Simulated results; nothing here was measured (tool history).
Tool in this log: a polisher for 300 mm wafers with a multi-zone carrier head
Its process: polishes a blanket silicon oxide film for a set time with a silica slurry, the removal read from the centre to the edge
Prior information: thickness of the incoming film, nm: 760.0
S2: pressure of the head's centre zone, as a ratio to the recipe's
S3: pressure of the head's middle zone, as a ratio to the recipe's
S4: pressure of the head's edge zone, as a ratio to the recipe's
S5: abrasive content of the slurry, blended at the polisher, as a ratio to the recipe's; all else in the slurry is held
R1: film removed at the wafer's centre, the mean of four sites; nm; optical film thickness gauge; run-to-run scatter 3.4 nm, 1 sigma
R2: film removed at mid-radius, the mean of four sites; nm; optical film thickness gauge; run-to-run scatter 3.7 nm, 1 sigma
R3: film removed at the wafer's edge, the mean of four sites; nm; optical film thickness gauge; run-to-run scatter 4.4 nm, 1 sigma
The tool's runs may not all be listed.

run 1 hour=0 | flow_of_slurry_(ml/min)=250 S2=1 S3=1 S4=1 S5=1 polishing_time_(s)=82 | R1=210.6 R2=223.3 R3=217.42
run 2 hour=5.3 | flow_of_slurry_(ml/min)=250 S2=1 S3=1 S4=1 S5=1 polishing_time_(s)=96 | R1=246.31 R2=266.1 R3=252.48
run 3 hour=8 | flow_of_slurry_(ml/min)=250 S2=1.08 S3=1 S4=1 S5=1 polishing_time_(s)=96 | R1=276.1 R2=263.71 R3=253.9
run 4 hour=10.8 | flow_of_slurry_(ml/min)=255 S2=1.09 S3=1.01 S4=1.04 S5=1.1 polishing_time_(s)=96 | R1=281.03 R2=276.38 R3=266.6
run 5 hour=18.5 | flow_of_slurry_(ml/min)=255 S2=1.04 S3=1.01 S4=1.04 S5=1.1 polishing_time_(s)=96 | R1=273 R2=272.36 R3=268.43
run 6 hour=19.4 | flow_of_slurry_(ml/min)=260 S2=1.05 S3=1.02 S4=1.06 S5=1.2 polishing_time_(s)=96 | R1=278.97 R2=288.51 R3=280.21

Expected results for the next run?
run 7 hour=26.9 | flow_of_slurry_(ml/min)=265 S2=1.08 S3=1.01 S4=1.08 S5=1.25 polishing_time_(s)=97 | R1=? R2=? R3=?

R1: 297.69 nm
R2: 286.89 nm
R3: 295.92 nm

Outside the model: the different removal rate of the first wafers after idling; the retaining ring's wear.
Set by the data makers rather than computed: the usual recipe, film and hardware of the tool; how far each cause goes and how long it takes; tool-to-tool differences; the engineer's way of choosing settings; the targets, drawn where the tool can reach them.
